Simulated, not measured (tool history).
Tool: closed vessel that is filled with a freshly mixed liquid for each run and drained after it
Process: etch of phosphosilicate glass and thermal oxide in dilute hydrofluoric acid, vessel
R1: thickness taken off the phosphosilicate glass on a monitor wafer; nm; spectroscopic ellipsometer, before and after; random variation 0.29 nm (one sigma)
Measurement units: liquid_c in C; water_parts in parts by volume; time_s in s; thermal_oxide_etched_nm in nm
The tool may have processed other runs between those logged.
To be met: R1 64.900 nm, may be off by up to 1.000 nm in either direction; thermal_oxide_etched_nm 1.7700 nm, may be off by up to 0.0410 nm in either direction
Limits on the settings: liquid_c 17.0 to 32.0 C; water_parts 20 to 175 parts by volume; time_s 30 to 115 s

{"run": 1, "hour": 0.0, "liquid_c": 24.0, "water_parts": 95, "time_s": 60, "R1": 125.46, "thermal_oxide_etched_nm": 3.357}
{"run": 2, "hour": 2.1, "liquid_c": 26.5, "water_parts": 95, "time_s": 60, "R1": 138.28, "thermal_oxide_etched_nm": 3.7247}
{"run": 3, "hour": 8.5, "liquid_c": 26.5, "water_parts": 60, "time_s": 60, "R1": 227.23, "thermal_oxide_etched_nm": 6.2032}
{"run": 4, "hour": 16.8, "liquid_c": 26.5, "water_parts": 90, "time_s": 60, "R1": 145.72, "thermal_oxide_etched_nm": 3.9693}
{"run": 5, "hour": 24.5, "liquid_c": 26.5, "water_parts": 90, "time_s": 80, "R1": 194.73, "thermal_oxide_etched_nm": 5.2748}
{"run": 6, "hour": 31.1, "liquid_c": 26.5, "water_parts": 105, "time_s": 80, "R1": 162.48, "thermal_oxide_etched_nm": 4.4457}
{"run": 7, "hour": 33.9, "liquid_c": 24.0, "water_parts": 120, "time_s": 80, "R1": 126.58, "thermal_oxide_etched_nm": 3.5144}
{"run": 8, "hour": 37.4, "liquid_c": 20.0, "water_parts": 160, "time_s": 80, "R1": 78.242, "thermal_oxide_etched_nm": 2.123}
{"run": 9, "hour": 43.8, "liquid_c": 19.0, "water_parts": 165, "time_s": 80, "R1": 72.382, "thermal_oxide_etched_nm": 1.9696}
{"run": 10, "hour": 50.6, "liquid_c": 18.5, "water_parts": 165, "time_s": 80, "R1": 70.801, "thermal_oxide_etched_nm": 1.9435}
{"run": 11, "hour": 54.5, "liquid_c": 18.0, "water_parts": 165, "time_s": 80, "R1": 69.516, "thermal_oxide_etched_nm": 1.8968}
{"run": 12, "hour": 62.8, "liquid_c": 17.5, "water_parts": 165, "time_s": 80, "R1": 68.555, "thermal_oxide_etched_nm": 1.8645}
{"run": 13, "hour": 69.8, "liquid_c": 17.0, "water_parts": 165, "time_s": 80, "R1": 66.853, "thermal_oxide_etched_nm": 1.8263}

Of the 4 settings listed for the next run, only one would bring every result within its allowed miss of target. Which one?
{"run": "A", "hour": 76.8, "liquid_c": 25.5, "water_parts": 150, "time_s": 50, "R1": "?", "thermal_oxide_etched_nm": "?"}
{"run": "B", "hour": 76.8, "liquid_c": 22.5, "water_parts": 165, "time_s": 60, "R1": "?", "thermal_oxide_etched_nm": "?"}
{"run": "C", "hour": 76.8, "liquid_c": 18.5, "water_parts": 175, "time_s": 75, "R1": "?", "thermal_oxide_etched_nm": "?"}
{"run": "D", "hour": 76.8, "liquid_c": 27.0, "water_parts": 150, "time_s": 45, "R1": "?", "thermal_oxide_etched_nm": "?"}

move=A R1=64.947 thermal_oxide_etched_nm=1.7411
move=B R1=62.216 thermal_oxide_etched_nm=1.6679
move=C R1=62.189 thermal_oxide_etched_nm=1.6672
move=D R1=61.770 thermal_oxide_etched_nm=1.6559
A: each result inside its tolerance
B: pushes the last run's worst result past its target
C: pushes the last run's worst result past its target
D: pushes the last run's worst result past its target
Correct choice: A, which meets every target
